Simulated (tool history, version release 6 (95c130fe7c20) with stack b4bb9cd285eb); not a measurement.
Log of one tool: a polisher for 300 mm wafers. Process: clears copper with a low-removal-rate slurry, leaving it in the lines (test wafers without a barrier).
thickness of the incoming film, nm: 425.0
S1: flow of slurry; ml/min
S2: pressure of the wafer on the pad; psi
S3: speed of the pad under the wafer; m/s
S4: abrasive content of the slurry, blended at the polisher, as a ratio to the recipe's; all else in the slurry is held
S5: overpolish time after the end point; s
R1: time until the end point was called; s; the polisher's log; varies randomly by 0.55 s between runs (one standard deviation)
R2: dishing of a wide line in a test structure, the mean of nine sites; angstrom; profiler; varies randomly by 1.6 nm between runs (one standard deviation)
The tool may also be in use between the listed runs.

{"run": 1, "hour": 0.0, "S1": 190, "S2": 3.2, "S3": 1.28, "S4": 1.0, "S5": 19, "R1": 88.106, "R2": 447.96}
{"run": 2, "hour": 1.5, "S1": 170, "S2": 3.2, "S3": 1.28, "S4": 1.0, "S5": 19, "R1": 88.577, "R2": 452.04}
{"run": 3, "hour": 4.5, "S1": 170, "S2": 3.5, "S3": 1.28, "S4": 1.0, "S5": 19, "R1": 83.977, "R2": 479.65}
{"run": 4, "hour": 7.5, "S1": 175, "S2": 3.8, "S3": 1.32, "S4": 1.0, "S5": 19, "R1": 77.447, "R2": 504.17}
{"run": 5, "hour": 14.0, "S1": 175, "S2": 4.0, "S3": 1.38, "S4": 1.0, "S5": 19, "R1": 71.243, "R2": 527.21}
{"run": 6, "hour": 22.9, "S1": 175, "S2": 4.0, "S3": 1.68, "S4": 1.0, "S5": 19, "R1": 57.681, "R2": 606.31}
{"run": 7, "hour": 24.5, "S1": 175, "S2": 4.1, "S3": 1.68, "S4": 1.0, "S5": 19, "R1": 56.189, "R2": 598.78}

Predict the results of run 8:
{"run": 8, "hour": 31.3, "S1": 175, "S2": 4.2, "S3": 1.68, "S4": 1.0, "S5": 19, "R1": "?", "R2": "?"}

R1: 55.782 s
R2: 596.95 angstrom
